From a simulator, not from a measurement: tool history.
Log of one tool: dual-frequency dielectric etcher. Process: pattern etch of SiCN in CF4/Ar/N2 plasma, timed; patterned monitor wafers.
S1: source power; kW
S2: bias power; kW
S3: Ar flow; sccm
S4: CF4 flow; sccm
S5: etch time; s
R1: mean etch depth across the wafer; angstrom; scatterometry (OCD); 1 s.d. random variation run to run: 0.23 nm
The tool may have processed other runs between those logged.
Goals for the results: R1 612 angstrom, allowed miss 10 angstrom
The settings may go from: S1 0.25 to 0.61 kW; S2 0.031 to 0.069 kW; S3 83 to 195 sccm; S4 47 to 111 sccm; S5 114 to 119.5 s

run,hour,S1,S2,S3,S4,S5,R1
1,0,0.43,0.05,139,79,114,805.5
2,1.7,0.39,0.05,139,79,114,725.41
3,5.9,0.39,0.05,139,67,114,699.38
4,7,0.39,0.05,119,67,114,722
5,8.2,0.39,0.05,119,67,119.5,755.05
6,14.8,0.44,0.05,119,67,119.5,863.59
7,17.8,0.39,0.05,119,67,119.5,758.5
8,24.4,0.39,0.05,119,67,119.5,761.92
9,29.8,0.36,0.05,119,67,119.5,697.24
10,37.7,0.34,0.05,119,67,119.5,650.01
11,42.9,0.33,0.05,119,67,119.5,626.48

Consider the 5 candidate settings below. Which is the only one whose results all fall within their allowed miss of target?
A,48.1,0.36,0.041,106,60,114,?
B,48.1,0.34,0.055,111,63,114,?
C,48.1,0.32,0.058,96,58,119.5,?
D,48.1,0.33,0.055,108,60,119.5,?
E,48.1,0.31,0.05,108,87,117,?

move,R1
A,635.72
B,635.03
C,634.89
D,640.36
E,614.81
A: further off than the last run
B: further off than the last run
C: further off than the last run
D: further off than the last run
E: every result within its allowed miss
Go with E: it meets all targets.
